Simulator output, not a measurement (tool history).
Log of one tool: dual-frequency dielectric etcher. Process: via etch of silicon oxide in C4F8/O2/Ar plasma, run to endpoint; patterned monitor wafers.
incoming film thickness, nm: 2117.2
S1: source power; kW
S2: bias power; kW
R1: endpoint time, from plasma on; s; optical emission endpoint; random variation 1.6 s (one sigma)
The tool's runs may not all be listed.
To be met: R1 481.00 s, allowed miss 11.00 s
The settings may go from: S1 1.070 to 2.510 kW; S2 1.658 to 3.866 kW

run	day	S1	S2	R1
1	0.000	1.790	2.762	431.93
2	0.050	2.100	2.762	399.65
3	0.362	2.100	3.181	385.76
4	0.617	1.930	3.105	400.40
5	0.975	1.780	3.039	421.61
6	1.054	1.680	2.999	434.11
7	1.392	1.600	2.969	447.32
8	1.729	1.550	2.951	453.97
9	2.100	1.510	2.936	461.14
10	2.262	1.480	2.926	467.42

Which of these 4 next moves meets every target?
A	2.425	1.640	2.770	?
B	2.425	1.550	2.993	?
C	2.425	1.600	2.899	?
D	2.425	1.420	2.774	?

move	R1
A	449.45
B	451.79
C	448.91
D	483.68
A: further off than the last run
B: further off than the last run
C: further off than the last run
D: meets every target
Answer: D
